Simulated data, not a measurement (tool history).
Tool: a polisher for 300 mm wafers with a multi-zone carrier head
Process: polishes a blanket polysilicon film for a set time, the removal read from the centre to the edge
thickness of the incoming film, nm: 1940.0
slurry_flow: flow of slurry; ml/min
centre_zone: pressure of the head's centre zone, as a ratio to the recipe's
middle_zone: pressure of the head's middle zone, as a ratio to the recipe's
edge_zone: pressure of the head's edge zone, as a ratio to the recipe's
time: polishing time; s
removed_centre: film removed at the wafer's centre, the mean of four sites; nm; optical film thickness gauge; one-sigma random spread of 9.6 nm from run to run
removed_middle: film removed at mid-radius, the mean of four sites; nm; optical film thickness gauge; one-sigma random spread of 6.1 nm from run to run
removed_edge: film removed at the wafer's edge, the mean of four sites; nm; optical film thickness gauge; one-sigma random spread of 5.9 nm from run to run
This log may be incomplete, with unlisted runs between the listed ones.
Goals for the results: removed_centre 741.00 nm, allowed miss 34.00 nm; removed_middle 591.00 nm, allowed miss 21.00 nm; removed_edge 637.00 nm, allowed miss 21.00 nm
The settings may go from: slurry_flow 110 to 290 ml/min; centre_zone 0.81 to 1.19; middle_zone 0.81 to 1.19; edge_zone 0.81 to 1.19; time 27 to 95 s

run	hour	slurry_flow	centre_zone	middle_zone	edge_zone	time	removed_centre	removed_middle	removed_edge
1	0.0	185	1.00	1.00	1.00	61	736.76	739.75	749.02
2	8.6	185	1.04	1.00	1.00	61	772.12	723.62	744.68
3	14.4	175	1.06	0.97	0.96	60	751.41	692.15	715.95
4	23.0	170	1.09	0.94	0.93	59	757.16	656.49	693.62
5	31.5	165	1.11	0.92	0.90	58	768.07	621.13	673.18
6	32.6	165	1.03	0.92	0.90	58	714.90	624.72	662.40
7	35.5	160	1.05	0.91	0.88	58	714.77	616.43	663.14
8	41.3	160	1.07	0.90	0.86	58	731.79	616.17	651.09

Next run, 4 choices. One meets every target within its allowed miss, the rest don't. Which?
A	47.1	145	1.02	0.92	0.89	57	?	?	?
B	47.1	155	1.03	0.85	0.90	62	?	?	?
C	47.1	140	1.12	0.89	0.85	58	?	?	?
D	47.1	170	1.05	0.94	0.81	59	?	?	?

move	removed_centre	removed_middle	removed_edge
A	668.30	603.29	652.72
B	745.94	623.62	721.73
C	740.16	592.06	647.14
D	739.33	657.06	663.49
A: the worst result of the last run now meets its target, but another is out of spec
B: moves away from the targets compared with the last run
C: each result inside its tolerance
D: moves away from the targets compared with the last run
So the answer is move C, the one that meets all the targets.
